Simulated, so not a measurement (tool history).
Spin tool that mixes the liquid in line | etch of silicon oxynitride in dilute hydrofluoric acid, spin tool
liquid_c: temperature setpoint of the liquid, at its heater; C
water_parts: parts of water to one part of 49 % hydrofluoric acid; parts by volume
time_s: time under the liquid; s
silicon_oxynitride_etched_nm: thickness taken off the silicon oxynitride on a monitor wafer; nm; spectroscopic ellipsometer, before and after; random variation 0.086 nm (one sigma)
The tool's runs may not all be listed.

run 1 hour=0 | liquid_c=23 water_parts=260 time_s=280 | silicon_oxynitride_etched_nm=4.8829
run 2 hour=8.9 | liquid_c=23 water_parts=260 time_s=305 | silicon_oxynitride_etched_nm=5.4396
run 3 hour=11.6 | liquid_c=23 water_parts=310 time_s=305 | silicon_oxynitride_etched_nm=4.4313
run 4 hour=12.6 | liquid_c=25.5 water_parts=310 time_s=305 | silicon_oxynitride_etched_nm=4.8503
run 5 hour=14.2 | liquid_c=25.5 water_parts=220 time_s=305 | silicon_oxynitride_etched_nm=7.3538
run 6 hour=16.8 | liquid_c=25.5 water_parts=295 time_s=305 | silicon_oxynitride_etched_nm=5.1916
run 7 hour=22.1 | liquid_c=25.5 water_parts=295 time_s=305 | silicon_oxynitride_etched_nm=5.0949
-- hour=27.4 hydrofluoric acid flow meter replaced
run 8 hour=27.4 | liquid_c=26.5 water_parts=275 time_s=305 | silicon_oxynitride_etched_nm=5.1144
run 9 hour=33.7 | liquid_c=25.5 water_parts=250 time_s=305 | silicon_oxynitride_etched_nm=5.4636

The next listed run, before its measurement:
run 10 hour=39.1 | liquid_c=25.5 water_parts=210 time_s=305 | silicon_oxynitride_etched_nm=?

{"run 10": {"silicon_oxynitride_etched_nm": 6.91}}
